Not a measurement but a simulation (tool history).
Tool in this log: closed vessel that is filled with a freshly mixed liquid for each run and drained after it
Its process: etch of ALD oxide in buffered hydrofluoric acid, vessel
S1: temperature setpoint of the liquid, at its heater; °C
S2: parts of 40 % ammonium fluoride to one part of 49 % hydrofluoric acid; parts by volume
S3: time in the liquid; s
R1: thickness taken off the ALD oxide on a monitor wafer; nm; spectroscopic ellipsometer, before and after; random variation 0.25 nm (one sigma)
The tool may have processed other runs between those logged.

run 1 hour=0 | S1=23 S2=12.5 S3=35 | R1=52.825
run 2 hour=9.1 | S1=21.5 S2=13.5 S3=35 | R1=45.092
run 3 hour=13.3 | S1=21.5 S2=10.5 S3=35 | R1=57.308
run 4 hour=15.6 | S1=21.5 S2=7 S3=35 | R1=85.855
run 5 hour=19.4 | S1=21.5 S2=5 S3=35 | R1=112.41
run 6 hour=24.7 | S1=20 S2=7.5 S3=35 | R1=72.428
run 7 hour=28.6 | S1=19 S2=9.5 S3=35 | R1=54.224

Forecast run 8:
run 8 hour=34.8 | S1=18.5 S2=10.5 S3=35 | R1=?

Run 8 measured R1 48.545 nm.
